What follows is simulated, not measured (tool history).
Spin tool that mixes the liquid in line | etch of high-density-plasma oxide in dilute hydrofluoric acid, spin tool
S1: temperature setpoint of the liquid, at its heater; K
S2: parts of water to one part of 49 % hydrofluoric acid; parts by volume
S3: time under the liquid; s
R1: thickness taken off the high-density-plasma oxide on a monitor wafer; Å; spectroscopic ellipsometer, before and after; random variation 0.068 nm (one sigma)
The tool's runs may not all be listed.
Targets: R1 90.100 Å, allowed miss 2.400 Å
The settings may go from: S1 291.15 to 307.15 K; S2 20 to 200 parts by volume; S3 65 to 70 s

run	day	S1	S2	S3	R1
1	0.000	299.15	110	65	50.646
2	0.112	299.15	95	65	59.248
3	0.304	300.15	95	65	61.990
4	0.658	301.15	95	65	64.796
5	1.017	301.15	95	65	64.646
# day 1.229: hydrofluoric acid flow meter replaced
6	1.229	303.15	95	65	78.277
7	1.467	303.65	95	65	81.179
8	1.708	304.65	95	65	83.556
9	1.983	304.65	95	65	83.850
10	2.354	305.15	95	65	85.405

Which of these 5 next moves meets every target?
A	2.725	303.65	95	65	?
B	2.725	305.15	100	65	?
C	2.725	299.65	75	65	?
D	2.725	306.65	100	65	?
E	2.725	301.65	90	70	?

move	R1
A	79.663
B	79.434
C	88.959
D	83.910
E	84.541
A: further off than the last run
B: further off than the last run
C: meets every target
D: further off than the last run
E: further off than the last run
Answer: C
